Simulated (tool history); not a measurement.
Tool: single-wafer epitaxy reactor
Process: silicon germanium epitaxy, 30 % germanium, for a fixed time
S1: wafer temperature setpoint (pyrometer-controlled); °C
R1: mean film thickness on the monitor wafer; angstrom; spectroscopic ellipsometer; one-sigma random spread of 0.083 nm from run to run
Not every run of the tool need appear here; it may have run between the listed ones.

{"run": 1, "hour": 0.0, "S1": 590, "chamber pressure (Pa)": 3506, "R1": 629.37}
{"run": 2, "hour": 1.5, "S1": 583, "chamber pressure (Pa)": 3120, "R1": 516.91}
{"run": 3, "hour": 9.3, "S1": 589, "chamber pressure (Pa)": 3120, "R1": 580.62}
{"run": 4, "hour": 16.7, "S1": 589, "chamber pressure (Pa)": 2733, "R1": 537.84}
{"run": 5, "hour": 24.0, "S1": 583, "chamber pressure (Pa)": 2666, "R1": 474.43}
{"run": 6, "hour": 25.3, "S1": 583, "chamber pressure (Pa)": 2373, "R1": 443.91}
{"run": 7, "hour": 32.6, "S1": 579, "chamber pressure (Pa)": 2373, "R1": 409.41}

What will run 8 give?
{"hour": 37.7, "done": "pyrometer calibrated"}
{"run": 8, "hour": 37.7, "S1": 577, "chamber pressure (Pa)": 2373, "R1": "?"}

R1: 354.41 angstrom

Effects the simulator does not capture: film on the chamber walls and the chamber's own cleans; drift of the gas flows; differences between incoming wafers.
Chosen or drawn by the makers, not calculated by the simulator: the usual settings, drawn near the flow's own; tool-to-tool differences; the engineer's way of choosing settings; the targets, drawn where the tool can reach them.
